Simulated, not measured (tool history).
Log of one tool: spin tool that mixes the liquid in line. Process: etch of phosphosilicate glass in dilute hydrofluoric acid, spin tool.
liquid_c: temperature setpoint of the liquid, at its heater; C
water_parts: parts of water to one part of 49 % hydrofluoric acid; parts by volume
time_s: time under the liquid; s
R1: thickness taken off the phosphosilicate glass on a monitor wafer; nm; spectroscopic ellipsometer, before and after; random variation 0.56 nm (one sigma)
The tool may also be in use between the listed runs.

Run 1, hour 0.0: liquid_c 23.0 C, water_parts 105 parts by volume, time_s 45 s. Result: R1 63.021 nm.
Run 2, hour 6.2: liquid_c 20.5 C, water_parts 105 parts by volume, time_s 45 s. Result: R1 56.688 nm.
Run 3, hour 8.8: liquid_c 23.5 C, water_parts 105 parts by volume, time_s 45 s. Result: R1 64.031 nm.
Run 4, hour 13.6: liquid_c 23.5 C, water_parts 105 parts by volume, time_s 45 s. Result: R1 64.535 nm.
Run 5, hour 15.3: liquid_c 25.5 C, water_parts 100 parts by volume, time_s 45 s. Result: R1 73.636 nm.
Run 6, hour 16.8: liquid_c 25.5 C, water_parts 100 parts by volume, time_s 45 s. Result: R1 72.804 nm.

The next listed run, before its measurement:
Run 7, hour 19.7: liquid_c 25.5 C, water_parts 100 parts by volume, time_s 45 s. Result: R1 ?.

Run 7 gave R1 72.846 nm.

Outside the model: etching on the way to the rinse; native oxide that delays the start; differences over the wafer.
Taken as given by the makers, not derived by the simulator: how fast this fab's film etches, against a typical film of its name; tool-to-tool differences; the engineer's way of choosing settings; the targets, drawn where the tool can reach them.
